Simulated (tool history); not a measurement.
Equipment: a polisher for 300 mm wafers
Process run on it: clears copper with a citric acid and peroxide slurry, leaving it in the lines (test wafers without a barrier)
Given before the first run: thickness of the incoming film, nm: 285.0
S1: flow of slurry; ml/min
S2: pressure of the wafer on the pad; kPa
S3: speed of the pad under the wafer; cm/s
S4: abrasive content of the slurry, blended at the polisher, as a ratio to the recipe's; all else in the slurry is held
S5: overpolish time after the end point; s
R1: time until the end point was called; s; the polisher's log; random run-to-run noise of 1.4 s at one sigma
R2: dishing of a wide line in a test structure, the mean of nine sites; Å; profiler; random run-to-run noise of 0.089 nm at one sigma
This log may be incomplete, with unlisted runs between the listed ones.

| run | hour | S1 | S2 | S3 | S4 | S5 | R1 | R2 |
|---|---|---|---|---|---|---|---|---|
| 1 | 0 | 145 | 20 | 98 | 1 | 9 | 150.88 | 118.2 |
| 2 | 5.1 | 145 | 20 | 74 | 1 | 9 | 206.51 | 91.195 |
| 3 | 9.8 | 140 | 20.7 | 78 | 0.95 | 8 | 186.85 | 88.011 |
| 4 | 12 | 135 | 21.4 | 78 | 0.9 | 7 | 184.91 | 78.108 |
| 5 | 14.6 | 135 | 21.4 | 92 | 0.9 | 7 | 157.35 | 90.499 |
| 6 | 23.3 | 135 | 23.4 | 92 | 0.9 | 7 | 144.13 | 98.603 |
| 7 | 24.6 | 130 | 23.4 | 94 | 0.85 | 7 | 142.13 | 98.461 |
| 8 | 25.5 | 125 | 24.1 | 96 | 0.8 | 7 | 142.62 | 100.7 |
| 9 | 31.8 | 135 | 22.8 | 98 | 0.9 | 7 | 139.58 | 102.72 |
| 10 | 34.7 | 130 | 23.4 | 100 | 0.85 | 7 | 133.96 | 104 |

The next listed run, before its measurement:
| 11 | 35.7 | 125 | 23.4 | 104 | 0.8 | 7 | ? | ? |

Run 11 produced R1 136.46 s, R2 107.82 Å.
